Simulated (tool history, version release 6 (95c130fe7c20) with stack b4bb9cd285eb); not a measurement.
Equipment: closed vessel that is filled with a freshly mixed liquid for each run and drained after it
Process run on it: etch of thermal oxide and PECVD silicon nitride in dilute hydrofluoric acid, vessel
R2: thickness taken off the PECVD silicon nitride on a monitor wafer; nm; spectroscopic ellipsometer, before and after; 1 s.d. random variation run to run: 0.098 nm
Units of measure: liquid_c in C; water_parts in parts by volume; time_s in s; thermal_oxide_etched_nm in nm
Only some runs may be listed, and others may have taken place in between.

Run 1, day 0.000: liquid_c 24.0 C, water_parts 95 parts by volume, time_s 180 s. Result: thermal_oxide_etched_nm 10.3200 nm, R2 4.3888 nm.
Run 2, day 0.225: liquid_c 24.0 C, water_parts 95 parts by volume, time_s 130 s. Result: thermal_oxide_etched_nm 7.4730 nm, R2 3.1985 nm.
Run 3, day 0.379: liquid_c 24.0 C, water_parts 85 parts by volume, time_s 140 s. Result: thermal_oxide_etched_nm 9.1116 nm, R2 3.8840 nm.
Run 4, day 0.746: liquid_c 24.0 C, water_parts 85 parts by volume, time_s 105 s. Result: thermal_oxide_etched_nm 6.8300 nm, R2 2.8808 nm.
Run 5, day 1.092: liquid_c 24.0 C, water_parts 60 parts by volume, time_s 105 s. Result: thermal_oxide_etched_nm 9.9473 nm, R2 4.0165 nm.
Run 6, day 1.267: liquid_c 24.0 C, water_parts 55 parts by volume, time_s 115 s. Result: thermal_oxide_etched_nm 12.0240 nm, R2 4.8487 nm.
Run 7, day 1.375: liquid_c 24.0 C, water_parts 50 parts by volume, time_s 125 s. Result: thermal_oxide_etched_nm 14.5020 nm, R2 5.7339 nm.
Run 8, day 1.417: liquid_c 26.0 C, water_parts 20 parts by volume, time_s 205 s. Result: thermal_oxide_etched_nm 67.4260 nm, R2 26.3730 nm.
Run 9, day 1.696: liquid_c 25.5 C, water_parts 20 parts by volume, time_s 205 s. Result: thermal_oxide_etched_nm 65.5910 nm, R2 25.5770 nm.
Run 10, day 1.900: liquid_c 25.0 C, water_parts 20 parts by volume, time_s 205 s. Result: thermal_oxide_etched_nm 64.4640 nm, R2 24.8080 nm.
At day 2.025: thermometer replaced.
Run 11, day 2.025: liquid_c 24.5 C, water_parts 20 parts by volume, time_s 205 s. Result: thermal_oxide_etched_nm 59.0960 nm, R2 21.3640 nm.
Run 12, day 2.125: liquid_c 24.5 C, water_parts 25 parts by volume, time_s 205 s. Result: thermal_oxide_etched_nm 46.9330 nm, R2 17.1910 nm.
Run 13, day 2.292: liquid_c 24.5 C, water_parts 30 parts by volume, time_s 205 s. Result: thermal_oxide_etched_nm 38.8240 nm, R2 14.3920 nm.
Run 14, day 2.550: liquid_c 24.5 C, water_parts 35 parts by volume, time_s 205 s. Result: thermal_oxide_etched_nm 32.8260 nm, R2 12.4660 nm.
Run 15, day 2.596: liquid_c 25.0 C, water_parts 35 parts by volume, time_s 205 s. Result: thermal_oxide_etched_nm 33.7050 nm, R2 12.9370 nm.
Run 16, day 2.779: liquid_c 25.0 C, water_parts 30 parts by volume, time_s 205 s. Result: thermal_oxide_etched_nm 39.6690 nm, R2 14.9910 nm.
Run 17, day 3.158: liquid_c 25.0 C, water_parts 35 parts by volume, time_s 205 s. Result: thermal_oxide_etched_nm 33.6970 nm, R2 12.8900 nm.
Run 18, day 3.233: liquid_c 25.0 C, water_parts 30 parts by volume, time_s 210 s. Result: thermal_oxide_etched_nm 40.8390 nm, R2 15.3780 nm.
Run 19, day 3.454: liquid_c 25.0 C, water_parts 35 parts by volume, time_s 205 s. Result: thermal_oxide_etched_nm 33.8700 nm, R2 12.7820 nm.

What will run 20 give?
Run 20, day 3.517: liquid_c 25.5 C, water_parts 35 parts by volume, time_s 205 s. Result: thermal_oxide_etched_nm ?, R2 ?.

{"run 20": {"thermal_oxide_etched_nm": 34.386, "R2": 13.46}}

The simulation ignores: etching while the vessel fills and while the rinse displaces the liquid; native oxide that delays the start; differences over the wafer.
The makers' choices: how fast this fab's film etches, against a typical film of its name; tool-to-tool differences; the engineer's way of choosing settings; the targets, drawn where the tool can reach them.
